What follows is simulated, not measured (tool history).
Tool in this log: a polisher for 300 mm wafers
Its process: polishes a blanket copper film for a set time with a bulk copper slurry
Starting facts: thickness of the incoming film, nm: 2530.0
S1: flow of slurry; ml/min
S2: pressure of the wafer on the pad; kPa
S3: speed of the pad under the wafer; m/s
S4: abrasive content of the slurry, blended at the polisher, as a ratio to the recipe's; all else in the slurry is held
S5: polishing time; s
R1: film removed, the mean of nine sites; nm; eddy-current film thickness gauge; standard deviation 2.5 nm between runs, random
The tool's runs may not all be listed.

{"run": 1, "hour": 0.0, "S1": 170, "S2": 20.7, "S3": 0.86, "S4": 1.0, "S5": 32, "R1": 306.34}
{"run": 2, "hour": 1.0, "S1": 200, "S2": 20.7, "S3": 0.86, "S4": 1.0, "S5": 32, "R1": 308.35}
{"run": 3, "hour": 3.0, "S1": 200, "S2": 20.7, "S3": 0.86, "S4": 1.0, "S5": 32, "R1": 306.52}
{"run": 4, "hour": 11.5, "S1": 200, "S2": 20.7, "S3": 1.02, "S4": 1.0, "S5": 32, "R1": 372.17}
{"run": 5, "hour": 20.4, "S1": 200, "S2": 18.6, "S3": 0.98, "S4": 1.0, "S5": 32, "R1": 325.02}
{"run": 6, "hour": 23.2, "S1": 160, "S2": 18.6, "S3": 0.98, "S4": 1.0, "S5": 32, "R1": 313.41}

Run 7 comes next. What will it give?
{"run": 7, "hour": 29.3, "S1": 160, "S2": 17.2, "S3": 0.96, "S4": 1.0, "S5": 32, "R1": "?"}

R1: 284.96 nm
